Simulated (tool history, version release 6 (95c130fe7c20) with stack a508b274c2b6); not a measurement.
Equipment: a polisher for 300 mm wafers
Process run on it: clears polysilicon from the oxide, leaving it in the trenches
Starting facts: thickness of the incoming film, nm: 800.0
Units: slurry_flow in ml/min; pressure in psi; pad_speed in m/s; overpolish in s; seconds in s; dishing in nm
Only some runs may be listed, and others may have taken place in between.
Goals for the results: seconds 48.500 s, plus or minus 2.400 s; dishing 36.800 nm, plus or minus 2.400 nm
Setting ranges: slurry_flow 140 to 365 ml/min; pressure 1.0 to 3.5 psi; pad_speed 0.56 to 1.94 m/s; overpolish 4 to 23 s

Run 1, hour 0.0: slurry_flow 235 ml/min, pressure 2.2 psi, pad_speed 1.24 m/s, overpolish 12 s. Result: seconds 60.981 s, dishing 49.922 nm.
Run 2, hour 3.2: slurry_flow 235 ml/min, pressure 2.3 psi, pad_speed 1.24 m/s, overpolish 11 s. Result: seconds 58.274 s, dishing 49.117 nm.
Run 3, hour 4.8: slurry_flow 235 ml/min, pressure 2.4 psi, pad_speed 1.22 m/s, overpolish 10 s. Result: seconds 58.920 s, dishing 49.535 nm.
Run 4, hour 6.2: slurry_flow 250 ml/min, pressure 2.2 psi, pad_speed 1.32 m/s, overpolish 9 s. Result: seconds 57.942 s, dishing 46.634 nm.
Run 5, hour 14.4: slurry_flow 250 ml/min, pressure 2.2 psi, pad_speed 1.32 m/s, overpolish 14 s. Result: seconds 58.520 s, dishing 51.649 nm.
Run 6, hour 15.3: slurry_flow 250 ml/min, pressure 2.2 psi, pad_speed 1.50 m/s, overpolish 14 s. Result: seconds 51.722 s, dishing 52.470 nm.
Run 7, hour 16.3: slurry_flow 265 ml/min, pressure 2.1 psi, pad_speed 1.56 m/s, overpolish 13 s. Result: seconds 51.253 s, dishing 52.464 nm.
At hour 25.1: head pressure recalibrated.
Run 8, hour 25.1: slurry_flow 245 ml/min, pressure 2.1 psi, pad_speed 1.60 m/s, overpolish 12 s. Result: seconds 54.922 s, dishing 49.698 nm.
Run 9, hour 26.9: slurry_flow 180 ml/min, pressure 2.7 psi, pad_speed 1.82 m/s, overpolish 6 s. Result: seconds 39.318 s, dishing 46.625 nm.
Run 10, hour 28.2: slurry_flow 180 ml/min, pressure 2.7 psi, pad_speed 1.82 m/s, overpolish 6 s. Result: seconds 38.737 s, dishing 48.224 nm.
Run 11, hour 36.7: slurry_flow 195 ml/min, pressure 2.6 psi, pad_speed 1.84 m/s, overpolish 6 s. Result: seconds 39.744 s, dishing 46.789 nm.
Run 12, hour 38.3: slurry_flow 220 ml/min, pressure 2.5 psi, pad_speed 1.86 m/s, overpolish 6 s. Result: seconds 39.486 s, dishing 48.255 nm.
Run 13, hour 46.9: slurry_flow 210 ml/min, pressure 2.5 psi, pad_speed 1.88 m/s, overpolish 6 s. Result: seconds 38.914 s, dishing 47.035 nm.
Run 14, hour 54.4: slurry_flow 210 ml/min, pressure 2.5 psi, pad_speed 1.88 m/s, overpolish 6 s. Result: seconds 40.462 s, dishing 46.674 nm.
Run 15, hour 61.7: slurry_flow 200 ml/min, pressure 2.5 psi, pad_speed 1.88 m/s, overpolish 6 s. Result: seconds 39.765 s, dishing 47.354 nm.
Run 16, hour 66.5: slurry_flow 190 ml/min, pressure 2.4 psi, pad_speed 1.88 m/s, overpolish 6 s. Result: seconds 41.981 s, dishing 46.973 nm.
Run 17, hour 72.9: slurry_flow 190 ml/min, pressure 2.4 psi, pad_speed 1.86 m/s, overpolish 6 s. Result: seconds 42.193 s, dishing 44.717 nm.
Run 18, hour 77.3: slurry_flow 185 ml/min, pressure 2.3 psi, pad_speed 1.88 m/s, overpolish 6 s. Result: seconds 44.041 s, dishing 45.118 nm.
Run 19, hour 83.3: slurry_flow 180 ml/min, pressure 2.3 psi, pad_speed 1.88 m/s, overpolish 6 s. Result: seconds 44.379 s, dishing 45.019 nm.
Run 20, hour 84.8: slurry_flow 175 ml/min, pressure 2.3 psi, pad_speed 1.88 m/s, overpolish 6 s. Result: seconds 44.901 s, dishing 43.674 nm.
Run 21, hour 88.6: slurry_flow 170 ml/min, pressure 2.3 psi, pad_speed 1.88 m/s, overpolish 6 s. Result: seconds 44.590 s, dishing 46.374 nm.
Run 22, hour 90.6: slurry_flow 235 ml/min, pressure 1.9 psi, pad_speed 1.86 m/s, overpolish 4 s. Result: seconds 52.292 s, dishing 34.446 nm.

Which of these 4 next moves meets every target?
Run A, hour 92.6: slurry_flow 200 ml/min, pressure 2.2 psi, pad_speed 1.78 m/s, overpolish 4 s. Result: seconds ?, dishing ?.
Run B, hour 92.6: slurry_flow 255 ml/min, pressure 1.7 psi, pad_speed 1.94 m/s, overpolish 4 s. Result: seconds ?, dishing ?.
Run C, hour 92.6: slurry_flow 225 ml/min, pressure 1.9 psi, pad_speed 1.78 m/s, overpolish 4 s. Result: seconds ?, dishing ?.
Run D, hour 92.6: slurry_flow 245 ml/min, pressure 1.8 psi, pad_speed 1.92 m/s, overpolish 4 s. Result: seconds ?, dishing ?.

move  seconds  dishing
   A   48.271   37.078
   B   55.126   34.461
   C   54.714   34.609
   D   52.954   35.256
A: every result within its allowed miss
B: misses by more than the last run did
C: misses by more than the last run did
D: misses by more than the last run did
Correct choice: A, which meets every target
